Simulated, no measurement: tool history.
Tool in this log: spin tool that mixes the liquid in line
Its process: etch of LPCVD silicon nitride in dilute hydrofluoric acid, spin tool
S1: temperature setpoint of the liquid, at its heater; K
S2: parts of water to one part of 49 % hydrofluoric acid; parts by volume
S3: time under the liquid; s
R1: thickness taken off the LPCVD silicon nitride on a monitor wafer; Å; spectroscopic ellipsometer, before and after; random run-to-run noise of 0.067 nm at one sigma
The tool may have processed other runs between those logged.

| run | hour | S1 | S2 | S3 | R1 |
|---|---|---|---|---|---|
| 1 | 0 | 297.15 | 115 | 285 | 14.225 |
| 2 | 6.7 | 293.65 | 115 | 285 | 11.404 |
| 3 | 10.1 | 293.65 | 130 | 285 | 10.15 |
| 4 | 11.8 | 293.65 | 110 | 285 | 11.817 |
| 5 | 17.1 | 296.15 | 100 | 285 | 15.076 |
| 6 | 21.3 | 296.15 | 70 | 285 | 21.417 |
| 7 | 28.5 | 296.65 | 70 | 285 | 21.702 |
| 8 | 29.7 | 297.15 | 70 | 285 | 21.52 |

For run 9, what comes out?
| 9 | 36.7 | 297.65 | 70 | 285 | ? |

R1: 23.516 Å
